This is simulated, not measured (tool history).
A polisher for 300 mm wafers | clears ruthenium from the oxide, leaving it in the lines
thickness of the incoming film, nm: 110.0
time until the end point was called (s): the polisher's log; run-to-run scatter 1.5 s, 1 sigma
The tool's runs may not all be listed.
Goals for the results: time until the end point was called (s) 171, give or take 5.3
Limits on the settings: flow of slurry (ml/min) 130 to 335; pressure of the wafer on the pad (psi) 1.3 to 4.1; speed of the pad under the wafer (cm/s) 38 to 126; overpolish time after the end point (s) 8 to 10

run  hour  flow of slurry (ml/min)  pressure of the wafer on the pad (psi)  speed of the pad under the wafer (cm/s)  overpolish time after the end point (s)  time until the end point was called (s)
  1     0                      215                                     2.7                                       82                                       10                                   105.49
  2   4.6                      215                                     2.7                                       72                                       10                                   117.26
  3  11.7                      215                                     2.6                                       72                                       10                                   125.77
  4  17.5                      215                                     2.5                                       72                                       10                                   127.52
  5  19.4                      215                                     2.4                                       72                                       10                                    133.6
  6  28.4                      215                                     2.3                                       72                                       10                                   137.72
  7  29.8                      215                                     2.2                                       72                                       10                                   146.32
  8  34.5                      205                                     1.8                                       72                                       10                                   176.93

Which one of the following 4 next-run settings gets every result inside its allowed miss? There is exactly one.
  A  39.2                      215                                     1.8                                       70                                        8                                        ?
  B  39.2                      260                                     1.8                                       66                                       10                                        ?
  C  39.2                      180                                       2                                       68                                        8                                        ?
  D  39.2                      195                                     1.9                                       66                                        8                                        ?

move  time until the end point was called (s)
   A                                   180.19
   B                                   185.84
   C                                   171.49
   D                                   182.87
A: lands further from the targets than the last run did
B: lands further from the targets than the last run did
C: all results in spec
D: lands further from the targets than the last run did
Go with C: it meets all targets.

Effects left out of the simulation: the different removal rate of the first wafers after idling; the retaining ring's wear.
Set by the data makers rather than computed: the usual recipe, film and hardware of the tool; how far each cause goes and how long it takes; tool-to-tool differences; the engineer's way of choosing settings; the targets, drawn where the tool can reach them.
